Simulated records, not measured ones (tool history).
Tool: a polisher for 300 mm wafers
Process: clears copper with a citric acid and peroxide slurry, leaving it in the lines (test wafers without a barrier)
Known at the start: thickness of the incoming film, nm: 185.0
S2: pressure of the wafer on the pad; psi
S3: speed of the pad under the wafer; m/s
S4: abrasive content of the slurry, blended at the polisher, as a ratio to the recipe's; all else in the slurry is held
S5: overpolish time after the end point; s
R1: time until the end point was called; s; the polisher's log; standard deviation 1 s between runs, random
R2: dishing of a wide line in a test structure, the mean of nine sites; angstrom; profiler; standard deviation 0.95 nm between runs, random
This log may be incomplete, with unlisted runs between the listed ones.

{"run": 1, "hour": 0.0, "flow of slurry (ml/min)": 120, "S2": 2.4, "S3": 1.02, "S4": 1, "S5": 21, "R1": 104.72, "R2": 242.28}
{"run": 2, "hour": 5.2, "flow of slurry (ml/min)": 120, "S2": 2.5, "S3": 1.02, "S4": 1, "S5": 23, "R1": 101.64, "R2": 264.41}
{"run": 3, "hour": 7.0, "flow of slurry (ml/min)": 120, "S2": 2.5, "S3": 1.02, "S4": 1, "S5": 18, "R1": 102.58, "R2": 215.45}
{"run": 4, "hour": 9.1, "flow of slurry (ml/min)": 120, "S2": 2.6, "S3": 1.02, "S4": 1, "S5": 20, "R1": 96.764, "R2": 244.59}
{"run": 5, "hour": 13.1, "flow of slurry (ml/min)": 95, "S2": 2.6, "S3": 1.02, "S4": 1, "S5": 20, "R1": 102.91, "R2": 239.26}
{"run": 6, "hour": 15.8, "flow of slurry (ml/min)": 110, "S2": 2.6, "S3": 1.02, "S4": 1, "S5": 20, "R1": 101.44, "R2": 245}

Expected results for the next run?
{"hour": 23.0, "done": "worn pad replaced by a new one"}
{"run": 7, "hour": 23.0, "flow of slurry (ml/min)": 110, "S2": 2.7, "S3": 1.02, "S4": 1, "S5": 22, "R1": "?", "R2": "?"}

{"run 7": {"R1": 89.119, "R2": 299.49}}
